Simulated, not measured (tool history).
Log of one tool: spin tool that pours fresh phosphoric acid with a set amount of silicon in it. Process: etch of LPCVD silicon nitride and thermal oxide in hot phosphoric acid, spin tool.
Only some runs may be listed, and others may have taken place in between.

run,hour,temperature setpoint of the liquid (°C),silicon dissolved in the acid as it is poured (mg a litre),time under the liquid (s),thickness taken off the LPCVD silicon nitride on a monitor wafer (nm),thickness taken off the thermal oxide on a monitor wafer (nm)
1,0,163,25.5,50,4.8042,0.10175
2,4.9,163,25.5,70,6.6546,0.032801
3,12.9,163,25.5,60,5.6819,0.070103
4,17.8,162.5,25,60,5.5751,0.071721
5,18.4,162.5,14,60,5.5524,0.26285
6,20.5,162.5,14,70,6.4162,0.24992
7,27.8,162,15.5,65,5.9948,0.24706
8,29.7,162,17,60,5.4831,0.12361
9,38.4,162,17,60,5.5021,0.15637
10,47.3,161.5,17,60,5.3632,0.18708
11,52,161,18,60,5.2567,0.19778

Expected results for the next run?
12,53,160.5,19,60,?,?

Run 12 produced thickness taken off the LPCVD silicon nitride on a monitor wafer (nm) 5.1641, thickness taken off the thermal oxide on a monitor wafer (nm) 0.11328.

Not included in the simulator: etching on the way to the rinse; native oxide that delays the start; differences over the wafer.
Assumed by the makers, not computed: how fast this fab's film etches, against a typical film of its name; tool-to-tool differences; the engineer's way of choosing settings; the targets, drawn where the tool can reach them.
